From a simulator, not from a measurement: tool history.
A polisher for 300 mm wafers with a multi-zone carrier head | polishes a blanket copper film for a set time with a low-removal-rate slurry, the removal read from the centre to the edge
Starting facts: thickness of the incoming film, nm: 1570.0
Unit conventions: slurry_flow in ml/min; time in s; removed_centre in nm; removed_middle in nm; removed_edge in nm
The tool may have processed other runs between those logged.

run 1 hour=0 | slurry_flow=150 centre_zone=1 middle_zone=1 edge_zone=1 slurry_solids=1 time=72 | removed_centre=211.86 removed_middle=203.35 removed_edge=206.34
run 2 hour=3.2 | slurry_flow=145 centre_zone=1 middle_zone=0.98 edge_zone=0.96 slurry_solids=0.85 time=62 | removed_centre=176.15 removed_middle=163.57 removed_edge=165.01
run 3 hour=8 | slurry_flow=145 centre_zone=1 middle_zone=0.98 edge_zone=0.9 slurry_solids=0.85 time=62 | removed_centre=175.63 removed_middle=164.31 removed_edge=161.87
run 4 hour=11.2 | slurry_flow=140 centre_zone=0.99 middle_zone=0.96 edge_zone=0.88 slurry_solids=0.75 time=56 | removed_centre=150.37 removed_middle=139.43 removed_edge=138.69
run 5 hour=12.9 | slurry_flow=140 centre_zone=0.99 middle_zone=0.95 edge_zone=0.86 slurry_solids=0.7 time=52 | removed_centre=136.96 removed_middle=129.01 removed_edge=123.75
run 6 hour=19.1 | slurry_flow=135 centre_zone=0.98 middle_zone=0.92 edge_zone=0.85 slurry_solids=0.65 time=51 | removed_centre=131.16 removed_middle=119.65 removed_edge=120.39
run 7 hour=20.3 | slurry_flow=135 centre_zone=0.98 middle_zone=0.91 edge_zone=0.84 slurry_solids=0.6 time=49 | removed_centre=124.13 removed_middle=111.44 removed_edge=113.99
run 8 hour=27.3 | slurry_flow=135 centre_zone=0.98 middle_zone=0.91 edge_zone=0.83 slurry_solids=0.55 time=48 | removed_centre=120.32 removed_middle=106.58 removed_edge=105.61
run 9 hour=36.2 | slurry_flow=130 centre_zone=0.97 middle_zone=0.91 edge_zone=0.82 slurry_solids=0.55 time=48 | removed_centre=116.35 removed_middle=106.18 removed_edge=109.5

Run 10 comes next. What will it give?
run 10 hour=40.6 | slurry_flow=130 centre_zone=0.97 middle_zone=0.91 edge_zone=0.82 slurry_solids=0.55 time=47 | removed_centre=? removed_middle=? removed_edge=?

Run 10 produced removed_centre 113.69 nm, removed_middle 101.96 nm, removed_edge 104.97 nm.
